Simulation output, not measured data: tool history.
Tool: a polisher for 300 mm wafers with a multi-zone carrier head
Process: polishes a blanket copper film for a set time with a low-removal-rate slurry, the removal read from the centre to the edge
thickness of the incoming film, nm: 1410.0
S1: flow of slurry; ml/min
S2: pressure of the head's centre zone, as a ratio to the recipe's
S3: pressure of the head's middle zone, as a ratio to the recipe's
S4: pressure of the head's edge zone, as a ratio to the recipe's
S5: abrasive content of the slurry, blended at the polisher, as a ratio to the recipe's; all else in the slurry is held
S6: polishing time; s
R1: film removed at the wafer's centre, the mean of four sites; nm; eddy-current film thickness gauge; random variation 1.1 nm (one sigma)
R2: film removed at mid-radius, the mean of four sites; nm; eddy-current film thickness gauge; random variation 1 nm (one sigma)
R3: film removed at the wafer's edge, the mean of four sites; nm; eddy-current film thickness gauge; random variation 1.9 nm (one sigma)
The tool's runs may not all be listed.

run,day,S1,S2,S3,S4,S5,S6,R1,R2,R3
1,0,245,1,1,1,1,48,188.6,188.66,189.06
2,0.3,230,0.94,0.97,0.98,0.85,48,170.22,178.29,180.78
3,0.588,215,0.9,0.95,0.97,0.75,48,155.29,168.47,178.74
4,0.621,215,0.9,0.95,0.97,0.75,40,128.88,140.73,146.03
5,0.829,230,0.89,0.96,1,0.75,40,129.41,144.37,145.98
6,1.192,230,0.89,0.96,0.95,0.75,40,129.38,145.09,146.7
7,1.354,230,0.89,0.96,0.95,0.75,40,130.71,142.86,144.64

Forecast run 8:
8,1.608,225,0.89,0.96,0.99,0.8,40,?,?,?

R1: 130.94 nm
R2: 145.3 nm
R3: 150.21 nm
